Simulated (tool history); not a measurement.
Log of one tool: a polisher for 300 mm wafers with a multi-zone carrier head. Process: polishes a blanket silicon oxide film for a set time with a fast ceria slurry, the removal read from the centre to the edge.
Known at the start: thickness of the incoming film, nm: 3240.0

| run | day | flow of slurry (ml/min) | pressure of the head's centre zone | pressure of the head's middle zone | pressure of the head's edge zone | polishing time (s) | film removed at the wafer's centre (Å) | film removed at mid-radius (Å) | film removed at the wafer's edge (Å) |
|---|---|---|---|---|---|---|---|---|---|
| 1 | 0 | 255 | 1 | 1 | 1 | 69 | 12683 | 12781 | 12686 |
| 2 | 0.338 | 260 | 1.02 | 0.99 | 1.02 | 71 | 13331 | 13081 | 13111 |
| 3 | 0.483 | 260 | 1.1 | 0.99 | 1.02 | 71 | 14219 | 13051 | 13320 |
| 4 | 0.758 | 260 | 1.1 | 0.99 | 1.08 | 71 | 14421 | 13129 | 13606 |
| 5 | 0.908 | 195 | 1.1 | 0.99 | 1.08 | 71 | 13675 | 12777 | 13429 |
|  | 1.279 | edge zone pressure recalibrated |
| 6 | 1.279 | 200 | 1.11 | 0.98 | 1.09 | 73 | 14480 | 13064 | 14930 |
| 7 | 1.612 | 210 | 1.12 | 0.98 | 1.09 | 75 | 15119 | 13289 | 15086 |

The next listed run, before its measurement:
| 8 | 1.829 | 220 | 1.13 | 0.98 | 1.09 | 77 | ? | ? | ? |

film removed at the wafer's centre (Å): 15858
film removed at mid-radius (Å): 13684
film removed at the wafer's edge (Å): 15284
